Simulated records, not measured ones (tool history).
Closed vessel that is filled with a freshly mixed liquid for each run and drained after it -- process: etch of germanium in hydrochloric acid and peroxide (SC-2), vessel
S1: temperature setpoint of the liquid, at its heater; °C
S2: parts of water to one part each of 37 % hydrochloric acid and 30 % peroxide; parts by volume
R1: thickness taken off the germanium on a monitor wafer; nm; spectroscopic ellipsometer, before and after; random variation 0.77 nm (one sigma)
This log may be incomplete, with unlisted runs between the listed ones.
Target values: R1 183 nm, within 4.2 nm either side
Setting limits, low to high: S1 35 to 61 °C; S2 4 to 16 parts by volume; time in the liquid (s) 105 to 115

Run 1, hour 0: S1 45 °C, S2 9 parts by volume, time in the liquid (s) 105. Result: R1 212.19 nm.
Run 2, hour 1.2: S1 44 °C, S2 9 parts by volume, time in the liquid (s) 105. Result: R1 204.18 nm.
Run 3, hour 6.2: S1 44 °C, S2 9 parts by volume, time in the liquid (s) 105. Result: R1 202.79 nm.
Run 4, hour 10.2: S1 43.5 °C, S2 9 parts by volume, time in the liquid (s) 105. Result: R1 201.51 nm.
Run 5, hour 11.2: S1 43 °C, S2 9 parts by volume, time in the liquid (s) 105. Result: R1 195.95 nm.
Run 6, hour 15.7: S1 43 °C, S2 6 parts by volume, time in the liquid (s) 105. Result: R1 202.22 nm.
At hour 18.4: chemicals flow meter replaced.
Run 7, hour 18.4: S1 42.5 °C, S2 6 parts by volume, time in the liquid (s) 105. Result: R1 197.92 nm.
Run 8, hour 24.4: S1 42 °C, S2 6 parts by volume, time in the liquid (s) 105. Result: R1 195.51 nm.
Run 9, hour 32.3: S1 41.5 °C, S2 6 parts by volume, time in the liquid (s) 105. Result: R1 191.32 nm.
Run 10, hour 36.1: S1 41.5 °C, S2 6 parts by volume, time in the liquid (s) 105. Result: R1 192.26 nm.

Which of these 5 next moves meets every target?
Run A, hour 39.9: S1 40.5 °C, S2 6.5 parts by volume, time in the liquid (s) 105. Result: R1 ?.
Run B, hour 39.9: S1 40 °C, S2 4 parts by volume, time in the liquid (s) 110. Result: R1 ?.
Run C, hour 39.9: S1 41.5 °C, S2 4 parts by volume, time in the liquid (s) 115. Result: R1 ?.
Run D, hour 39.9: S1 41 °C, S2 4 parts by volume, time in the liquid (s) 110. Result: R1 ?.
Run E, hour 39.9: S1 40.5 °C, S2 4 parts by volume, time in the liquid (s) 115. Result: R1 ?.

move      R1
   A  184.92
   B  192.14
   C  211.52
   D  198.88
   E  204.38
A: each result inside its tolerance
B: as far off as the last run
C: the biggest miss grows against the last run
D: the biggest miss grows against the last run
E: the biggest miss grows against the last run
A meets every target.
